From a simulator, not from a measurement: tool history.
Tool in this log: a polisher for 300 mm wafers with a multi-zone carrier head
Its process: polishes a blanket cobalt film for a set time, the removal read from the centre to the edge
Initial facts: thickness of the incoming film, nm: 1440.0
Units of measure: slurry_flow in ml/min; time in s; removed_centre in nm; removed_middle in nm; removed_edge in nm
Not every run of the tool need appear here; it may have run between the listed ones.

run,hour,slurry_flow,centre_zone,middle_zone,edge_zone,time,removed_centre,removed_middle,removed_edge
1,0.0,270,1.00,1.00,1.00,62,322.88,304.41,316.48
2,7.5,270,1.00,1.00,1.00,52,275.36,259.99,265.05
3,8.2,270,1.00,1.00,1.00,65,342.35,326.77,321.59
4,15.2,270,1.00,1.00,0.91,65,339.76,325.02,303.82
5,23.5,270,1.00,0.96,0.91,65,340.10,314.44,310.20
6,29.5,270,0.99,0.96,0.90,63,326.07,306.29,302.54
7,31.6,270,0.99,0.96,0.90,63,330.09,303.46,297.25
8,34.8,265,0.97,0.96,0.89,61,308.56,295.93,284.72

Estimate the outcome of run 9 from the log above:
9,37.7,260,0.96,0.95,0.88,60,?,?,?

Run 9 came out at removed_centre 297.06 nm, removed_middle 293.17 nm, removed_edge 279.05 nm.
